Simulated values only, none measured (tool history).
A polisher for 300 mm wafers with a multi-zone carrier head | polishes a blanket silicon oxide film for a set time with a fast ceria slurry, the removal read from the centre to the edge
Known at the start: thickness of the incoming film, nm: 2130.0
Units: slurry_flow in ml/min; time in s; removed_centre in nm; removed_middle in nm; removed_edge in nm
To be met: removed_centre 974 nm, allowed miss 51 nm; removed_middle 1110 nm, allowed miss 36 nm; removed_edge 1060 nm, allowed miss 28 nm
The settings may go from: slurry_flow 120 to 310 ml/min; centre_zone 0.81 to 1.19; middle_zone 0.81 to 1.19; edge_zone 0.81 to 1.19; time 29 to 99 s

run,hour,slurry_flow,centre_zone,middle_zone,edge_zone,time,removed_centre,removed_middle,removed_edge
1,0,200,1,1,1,64,849.13,813.98,821.16
2,2.3,210,0.99,1.04,1.05,67,874.18,897.88,871.73
3,4.7,215,0.98,1.05,1.08,70,920.55,953.09,927.85
4,9.8,215,0.91,1.05,1.08,70,867.99,937,948.48
5,16.8,215,0.98,1.05,1.08,70,921.35,944.06,951.34
6,25.7,215,0.91,1.05,1.08,70,842.35,944.74,945.75
7,29.8,230,0.92,1.07,1.11,71,908.02,987.17,971.21
8,38.7,235,0.91,1.08,1.13,72,921.17,1001.4,1002

4 next moves are on the table. One of them brings every result within its allowed miss. Which?
A,47.6,255,1.14,1.08,1.12,72,?,?,?
B,47.6,310,1.08,1.02,1.18,73,?,?,?
C,47.6,180,1.01,1.19,1.09,75,?,?,?
D,47.6,250,0.91,1.11,1.13,76,?,?,?

move,removed_centre,removed_middle,removed_edge
A,1081.2,1022.3,1004.3
B,1076.1,1008.7,1063.2
C,970.41,1099.4,991.61
D,961.14,1102.9,1062.4
A: nearer than the last run, and not there yet
B: nearer than the last run, and not there yet
C: brings the result that was furthest off to its target, and leaves another outside
D: meets every target
The right move is D.
